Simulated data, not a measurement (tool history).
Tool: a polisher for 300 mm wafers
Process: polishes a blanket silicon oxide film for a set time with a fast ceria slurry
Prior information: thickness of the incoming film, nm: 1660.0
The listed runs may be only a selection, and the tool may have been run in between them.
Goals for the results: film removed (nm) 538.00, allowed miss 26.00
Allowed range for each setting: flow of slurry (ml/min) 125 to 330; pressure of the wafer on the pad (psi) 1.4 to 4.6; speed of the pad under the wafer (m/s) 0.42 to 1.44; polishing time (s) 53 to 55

run,hour,flow of slurry (ml/min),pressure of the wafer on the pad (psi),speed of the pad under the wafer (m/s),polishing time (s),film removed (nm)
1,0.0,210,3.0,0.92,53,743.38
2,6.1,210,3.0,1.14,53,897.23
3,8.9,210,3.0,1.26,53,977.10
4,12.0,210,2.7,1.24,53,889.71
# hour 13.8: slurry nozzle cleaned
5,13.8,210,2.7,1.24,55,991.98
6,21.8,210,2.7,1.24,53,926.31
7,29.5,210,2.5,1.18,53,818.50
8,31.5,210,2.3,1.16,53,760.97
9,36.8,205,1.5,1.06,53,449.67
10,40.6,210,1.6,1.06,53,491.22
11,46.1,215,1.6,1.06,53,488.32

Consider the 4 candidate settings below. Which is the only one whose results all fall within their allowed miss of target?
A,51.6,175,1.5,1.14,54,?
B,51.6,125,2.2,0.96,53,?
C,51.6,260,1.4,1.04,53,?
D,51.6,175,1.7,0.94,55,?

move,film removed (nm)
A,494.49
B,550.94
C,438.99
D,469.86
A: an improvement on the last run, though not all results are within tolerance
B: all results in spec
C: further off than the last run
D: further off than the last run
Answer: B
